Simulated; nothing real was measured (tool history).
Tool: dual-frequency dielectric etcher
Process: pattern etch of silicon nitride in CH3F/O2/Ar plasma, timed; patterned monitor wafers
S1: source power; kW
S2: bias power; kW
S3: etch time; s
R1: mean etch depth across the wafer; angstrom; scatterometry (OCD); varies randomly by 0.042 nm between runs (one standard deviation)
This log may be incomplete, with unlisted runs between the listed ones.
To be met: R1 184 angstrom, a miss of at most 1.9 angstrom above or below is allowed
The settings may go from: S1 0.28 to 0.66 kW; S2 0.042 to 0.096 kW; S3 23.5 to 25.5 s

{"run": 1, "hour": 0.0, "S1": 0.47, "S2": 0.069, "S3": 25.5, "R1": 197.91}
{"run": 2, "hour": 5.6, "S1": 0.45, "S2": 0.069, "S3": 25.5, "R1": 195.17}
{"run": 3, "hour": 12.9, "S1": 0.45, "S2": 0.078, "S3": 25.5, "R1": 199.62}
{"run": 4, "hour": 19.0, "S1": 0.45, "S2": 0.078, "S3": 25.5, "R1": 199.82}
{"run": 5, "hour": 27.1, "S1": 0.43, "S2": 0.078, "S3": 25.5, "R1": 195.66}
{"run": 6, "hour": 32.9, "S1": 0.42, "S2": 0.078, "S3": 25.5, "R1": 194.76}
{"run": 7, "hour": 36.0, "S1": 0.41, "S2": 0.078, "S3": 25.5, "R1": 192.71}
{"run": 8, "hour": 38.8, "S1": 0.41, "S2": 0.078, "S3": 25.5, "R1": 191.86}
{"run": 9, "hour": 43.7, "S1": 0.4, "S2": 0.078, "S3": 25.5, "R1": 190.95}
{"run": 10, "hour": 45.5, "S1": 0.39, "S2": 0.078, "S3": 25.5, "R1": 188.67}

Which one of the following 4 next-run settings gets every result inside its allowed miss? There is exactly one.
{"run": "A", "hour": 47.3, "S1": 0.4, "S2": 0.09, "S3": 25, "R1": "?"}
{"run": "B", "hour": 47.3, "S1": 0.4, "S2": 0.08, "S3": 24.5, "R1": "?"}
{"run": "C", "hour": 47.3, "S1": 0.4, "S2": 0.077, "S3": 24, "R1": "?"}
{"run": "D", "hour": 47.3, "S1": 0.4, "S2": 0.083, "S3": 25.5, "R1": "?"}

move=A R1=191.98
move=B R1=183.26
move=C R1=178.06
move=D R1=192.28
A: lands further from the targets than the last run did
B: every result within its allowed miss
C: takes the biggest miss from the last run beyond its target
D: lands further from the targets than the last run did
B is the move that brings every result within its allowed miss.
